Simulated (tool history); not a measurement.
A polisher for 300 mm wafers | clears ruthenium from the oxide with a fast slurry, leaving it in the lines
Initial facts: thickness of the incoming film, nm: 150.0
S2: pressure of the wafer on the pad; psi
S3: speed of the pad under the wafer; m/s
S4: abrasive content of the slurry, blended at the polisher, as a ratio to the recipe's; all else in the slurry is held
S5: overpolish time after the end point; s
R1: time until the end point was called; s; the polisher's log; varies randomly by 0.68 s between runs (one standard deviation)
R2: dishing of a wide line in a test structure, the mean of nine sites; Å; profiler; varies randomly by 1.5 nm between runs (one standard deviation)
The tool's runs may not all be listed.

Run 1, day 0.000: flow of slurry (ml/min) 280, S2 2.7 psi, S3 1.22 m/s, S4 1.0, S5 26 s. Result: R1 26.084 s, R2 872.48 Å.
Run 2, day 0.275: flow of slurry (ml/min) 280, S2 2.6 psi, S3 1.20 m/s, S4 1.0, S5 27 s. Result: R1 26.986 s, R2 854.31 Å.
Run 3, day 0.546: flow of slurry (ml/min) 280, S2 2.5 psi, S3 1.18 m/s, S4 1.0, S5 28 s. Result: R1 29.247 s, R2 845.03 Å.
Run 4, day 0.662: flow of slurry (ml/min) 280, S2 2.4 psi, S3 1.18 m/s, S4 1.0, S5 28 s. Result: R1 29.946 s, R2 808.64 Å.
Run 5, day 1.008: flow of slurry (ml/min) 280, S2 2.4 psi, S3 1.46 m/s, S4 1.0, S5 28 s. Result: R1 24.351 s, R2 942.44 Å.
Run 6, day 1.317: flow of slurry (ml/min) 280, S2 2.3 psi, S3 1.42 m/s, S4 1.0, S5 29 s. Result: R1 25.594 s, R2 884.30 Å.

Forecast run 7:
Run 7, day 1.425: flow of slurry (ml/min) 280, S2 2.2 psi, S3 1.38 m/s, S4 1.0, S5 30 s. Result: R1 ?, R2 ?.

Run 7 came out at R1 28.359 s, R2 912.05 Å.
